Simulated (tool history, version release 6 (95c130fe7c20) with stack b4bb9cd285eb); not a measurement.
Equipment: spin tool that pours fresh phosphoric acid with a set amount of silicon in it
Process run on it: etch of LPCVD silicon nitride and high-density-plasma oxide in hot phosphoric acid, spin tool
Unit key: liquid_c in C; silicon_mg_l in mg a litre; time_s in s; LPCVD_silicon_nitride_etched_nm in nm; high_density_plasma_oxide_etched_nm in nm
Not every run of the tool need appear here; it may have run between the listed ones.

run,hour,liquid_c,silicon_mg_l,time_s,LPCVD_silicon_nitride_etched_nm,high_density_plasma_oxide_etched_nm
1,0.0,164.0,20.5,180,19.802,0.43554
2,3.7,164.0,20.5,235,26.143,0.52608
3,6.1,166.0,20.5,235,27.556,0.62562
4,10.1,165.5,20.0,230,26.898,0.74789
5,18.4,165.5,20.0,190,22.185,0.54408
6,22.2,166.0,22.5,195,22.841,0.53140

Forecast run 7:
7,28.4,167.0,26.5,210,?,?

LPCVD_silicon_nitride_etched_nm: 25.777 nm
high_density_plasma_oxide_etched_nm: 0.54663 nm
